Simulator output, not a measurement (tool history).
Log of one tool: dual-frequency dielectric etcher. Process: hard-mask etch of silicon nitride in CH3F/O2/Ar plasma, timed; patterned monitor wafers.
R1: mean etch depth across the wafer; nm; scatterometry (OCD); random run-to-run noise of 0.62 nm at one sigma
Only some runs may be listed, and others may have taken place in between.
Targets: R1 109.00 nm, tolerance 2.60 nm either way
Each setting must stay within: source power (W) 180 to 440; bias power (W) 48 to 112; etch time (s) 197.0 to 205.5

Run 1, hour 0.0: source power (W) 310, bias power (W) 80, etch time (s) 197.0. Result: R1 129.80 nm.
Run 2, hour 6.2: source power (W) 340, bias power (W) 80, etch time (s) 197.0. Result: R1 134.49 nm.
Run 3, hour 7.4: source power (W) 310, bias power (W) 77, etch time (s) 197.0. Result: R1 126.96 nm.
Run 4, hour 15.8: source power (W) 280, bias power (W) 77, etch time (s) 197.0. Result: R1 121.85 nm.
Run 5, hour 19.3: source power (W) 280, bias power (W) 77, etch time (s) 197.0. Result: R1 123.13 nm.
Run 6, hour 20.5: source power (W) 320, bias power (W) 77, etch time (s) 197.0. Result: R1 128.08 nm.
Run 7, hour 24.0: source power (W) 290, bias power (W) 75, etch time (s) 197.0. Result: R1 122.66 nm.
Run 8, hour 30.2: source power (W) 270, bias power (W) 74, etch time (s) 197.0. Result: R1 117.74 nm.
Run 9, hour 32.9: source power (W) 260, bias power (W) 73, etch time (s) 197.0. Result: R1 114.09 nm.
Run 10, hour 33.7: source power (W) 250, bias power (W) 73, etch time (s) 197.0. Result: R1 112.50 nm.
Run 11, hour 37.2: source power (W) 250, bias power (W) 73, etch time (s) 197.0. Result: R1 113.13 nm.

Which of these 5 next moves meets every target?
Run A, hour 40.7: source power (W) 250, bias power (W) 78, etch time (s) 198.5. Result: R1 ?.
Run B, hour 40.7: source power (W) 250, bias power (W) 72, etch time (s) 199.5. Result: R1 ?.
Run C, hour 40.7: source power (W) 260, bias power (W) 71, etch time (s) 204.0. Result: R1 ?.
Run D, hour 40.7: source power (W) 260, bias power (W) 75, etch time (s) 199.5. Result: R1 ?.
Run E, hour 40.7: source power (W) 200, bias power (W) 80, etch time (s) 205.5. Result: R1 ?.

move      R1
   A  116.28
   B  113.31
   C  117.44
   D  117.29
   E  108.89
A: moves away from the targets compared with the last run
B: roughly where the last run was
C: moves away from the targets compared with the last run
D: moves away from the targets compared with the last run
E: each result inside its tolerance
So the answer is move E, the one that meets all the targets.
